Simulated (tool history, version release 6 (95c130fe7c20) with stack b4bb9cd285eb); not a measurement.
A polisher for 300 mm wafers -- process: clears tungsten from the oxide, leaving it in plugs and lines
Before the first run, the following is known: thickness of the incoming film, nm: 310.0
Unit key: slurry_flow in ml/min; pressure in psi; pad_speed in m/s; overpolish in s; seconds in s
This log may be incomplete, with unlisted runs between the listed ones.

{"run": 1, "hour": 0.0, "slurry_flow": 305, "pressure": 4.1, "pad_speed": 1.26, "slurry_solids": 1.0, "overpolish": 34, "seconds": 67.488}
{"run": 2, "hour": 4.0, "slurry_flow": 305, "pressure": 3.9, "pad_speed": 1.26, "slurry_solids": 1.0, "overpolish": 34, "seconds": 70.694}
{"run": 3, "hour": 6.9, "slurry_flow": 305, "pressure": 3.4, "pad_speed": 1.26, "slurry_solids": 1.0, "overpolish": 34, "seconds": 79.665}
{"run": 4, "hour": 14.9, "slurry_flow": 305, "pressure": 3.3, "pad_speed": 1.26, "slurry_solids": 1.0, "overpolish": 34, "seconds": 83.38}
{"run": 5, "hour": 18.8, "slurry_flow": 250, "pressure": 3.3, "pad_speed": 1.26, "slurry_solids": 1.0, "overpolish": 34, "seconds": 83.003}
{"run": 6, "hour": 27.1, "slurry_flow": 205, "pressure": 3.3, "pad_speed": 1.26, "slurry_solids": 1.0, "overpolish": 34, "seconds": 85.115}

Forecast run 7:
{"run": 7, "hour": 30.8, "slurry_flow": 205, "pressure": 3.2, "pad_speed": 1.26, "slurry_solids": 1.0, "overpolish": 34, "seconds": "?"}

seconds: 87.094 s
